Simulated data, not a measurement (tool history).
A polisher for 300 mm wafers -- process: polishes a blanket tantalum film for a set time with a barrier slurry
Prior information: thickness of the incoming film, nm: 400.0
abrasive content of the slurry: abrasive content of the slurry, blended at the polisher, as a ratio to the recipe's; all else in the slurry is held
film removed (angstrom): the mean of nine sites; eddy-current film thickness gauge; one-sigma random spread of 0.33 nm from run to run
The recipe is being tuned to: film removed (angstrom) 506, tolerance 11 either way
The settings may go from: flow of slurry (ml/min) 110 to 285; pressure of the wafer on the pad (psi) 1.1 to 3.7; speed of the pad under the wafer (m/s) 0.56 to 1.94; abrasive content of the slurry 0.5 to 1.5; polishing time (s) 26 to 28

| run | hour | flow of slurry (ml/min) | pressure of the wafer on the pad (psi) | speed of the pad under the wafer (m/s) | abrasive content of the slurry | polishing time (s) | film removed (angstrom) |
|---|---|---|---|---|---|---|---|
| 1 | 0 | 180 | 2.4 | 1.24 | 1 | 28 | 613.36 |
| 2 | 1.8 | 180 | 2.4 | 1.24 | 1 | 26 | 575.34 |
| 3 | 4.9 | 180 | 2.9 | 1.24 | 1 | 26 | 691.9 |
| 4 | 6.1 | 170 | 2.7 | 1.24 | 1 | 26 | 632.4 |
| 5 | 14.7 | 170 | 2.9 | 1.24 | 1 | 26 | 674.86 |
| 6 | 16.9 | 160 | 2.7 | 1.24 | 1 | 26 | 631.13 |
| 7 | 19 | 155 | 2.6 | 1.24 | 1 | 26 | 605.46 |
| 8 | 27.5 | 150 | 2.5 | 1.24 | 1 | 26 | 577.44 |
| 9 | 28.2 | 145 | 2.4 | 1.24 | 1 | 26 | 549.7 |
| 10 | 35.8 | 140 | 2.4 | 1.24 | 1 | 26 | 546.45 |
| 11 | 39.1 | 135 | 2.4 | 1.24 | 1 | 26 | 546 |
| 12 | 44.7 | 130 | 2.4 | 1.24 | 1 | 26 | 539.62 |

Below are 5 possible settings for the next run. Only one of them brings all results inside the allowed miss of their targets. Which is it?
| A | 50.3 | 165 | 2.3 | 1.32 | 0.85 | 28 | ? |
| B | 50.3 | 175 | 2.5 | 1.06 | 1.15 | 27 | ? |
| C | 50.3 | 135 | 2.5 | 1.14 | 1.1 | 26 | ? |
| D | 50.3 | 145 | 2.4 | 1.3 | 0.9 | 28 | ? |
| E | 50.3 | 125 | 2.3 | 1.14 | 0.95 | 28 | ? |

| move | film removed (angstrom) |
|---|---|
| A | 590.3 |
| B | 558.77 |
| C | 538.92 |
| D | 601.68 |
| E | 509.11 |
A: its largest miss is bigger than the last run's
B: its largest miss is bigger than the last run's
C: no better and no worse than the last run
D: its largest miss is bigger than the last run's
E: every result lands within tolerance
The move that meets every target is E.
